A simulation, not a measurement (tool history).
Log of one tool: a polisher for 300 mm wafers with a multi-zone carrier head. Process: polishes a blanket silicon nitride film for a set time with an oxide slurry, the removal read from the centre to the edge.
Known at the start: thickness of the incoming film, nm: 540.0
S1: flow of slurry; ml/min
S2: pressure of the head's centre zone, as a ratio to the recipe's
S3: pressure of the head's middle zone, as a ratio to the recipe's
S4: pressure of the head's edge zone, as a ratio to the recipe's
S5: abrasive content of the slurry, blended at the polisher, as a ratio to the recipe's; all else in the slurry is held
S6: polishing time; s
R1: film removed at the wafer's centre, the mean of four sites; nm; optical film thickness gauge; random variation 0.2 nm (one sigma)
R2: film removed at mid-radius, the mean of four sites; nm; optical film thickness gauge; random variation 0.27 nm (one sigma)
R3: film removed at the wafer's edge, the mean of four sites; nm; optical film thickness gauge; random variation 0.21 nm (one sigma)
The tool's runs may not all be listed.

run 1 hour=0.0 | S1=305 S2=1.00 S3=1.00 S4=1.00 S5=1.00 S6=79 | R1=68.107 R2=68.721 R3=68.474
run 2 hour=6.4 | S1=295 S2=0.96 S3=0.98 S4=0.96 S5=0.85 S6=71 | R1=52.820 R2=53.747 R3=55.152
run 3 hour=12.6 | S1=290 S2=0.93 S3=0.99 S4=0.93 S5=0.75 S6=67 | R1=44.108 R2=47.152 R3=46.280
run 4 hour=17.3 | S1=240 S2=0.93 S3=0.99 S4=0.93 S5=0.75 S6=67 | R1=43.794 R2=46.902 R3=45.528
run 5 hour=21.2 | S1=240 S2=0.93 S3=1.07 S4=0.93 S5=0.75 S6=67 | R1=42.970 R2=48.890 R3=45.550
run 6 hour=29.5 | S1=235 S2=0.90 S3=1.03 S4=0.91 S5=0.70 S6=66 | R1=39.208 R2=44.117 R3=42.468

The next listed run, before its measurement:
run 7 hour=32.9 | S1=225 S2=0.88 S3=1.01 S4=0.88 S5=0.65 S6=66 | R1=? R2=? R3=?

{"run 7": {"R1": 35.68, "R2": 40.685, "R3": 39.1}}
